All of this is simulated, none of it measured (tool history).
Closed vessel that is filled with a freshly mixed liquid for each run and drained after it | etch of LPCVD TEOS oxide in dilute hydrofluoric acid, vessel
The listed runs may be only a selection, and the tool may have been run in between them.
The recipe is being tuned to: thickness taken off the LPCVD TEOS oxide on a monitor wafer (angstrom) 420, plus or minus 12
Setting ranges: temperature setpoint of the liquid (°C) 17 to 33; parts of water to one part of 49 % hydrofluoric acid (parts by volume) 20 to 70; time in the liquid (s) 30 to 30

run  hour  temperature setpoint of the liquid (°C)  parts of water to one part of 49 % hydrofluoric acid (parts by volume)  time in the liquid (s)  thickness taken off the LPCVD TEOS oxide on a monitor wafer (angstrom)
  1     0                                       25                                                                      40                      30                                                                  324.83
  2   4.7                                       25                                                                      40                      30                                                                  323.69
  3  11.7                                       22                                                                      40                      30                                                                  286.89
  4  17.6                                       23                                                                      40                      30                                                                  297.69
  5  18.8                                       24                                                                      40                      30                                                                  310.92
  6    20                                       22                                                                      40                      30                                                                  286.34
     20.9  -- thermometer replaced
  7  20.9                                       23                                                                      40                      30                                                                   286.6
  8  23.6                                       24                                                                      40                      30                                                                  297.47
  9  32.4                                       28                                                                      40                      30                                                                  352.67
 10  35.5                                     28.5                                                                      40                      30                                                                  356.81

5 candidate next runs follow, results not yet known. Just one meets every target within its allowed miss. Identify it.
  A  38.6                                       26                                                                      30                      30                                                                       ?
  B  38.6                                     27.5                                                                      35                      30                                                                       ?
  C  38.6                                     26.5                                                                      30                      30                                                                       ?
  D  38.6                                       22                                                                      25                      30                                                                       ?
  E  38.6                                       29                                                                      35                      30                                                                       ?

move  thickness taken off the LPCVD TEOS oxide on a monitor wafer (angstrom)
   A                                                                  437.73
   B                                                                  396.06
   C                                                                  446.83
   D                                                                  447.17
   E                                                                  420.78
A: takes the biggest miss from the last run beyond its target
B: an improvement on the last run, though not all results are within tolerance
C: takes the biggest miss from the last run beyond its target
D: takes the biggest miss from the last run beyond its target
E: hits every target within its allowed miss
Correct choice: E, which meets every target
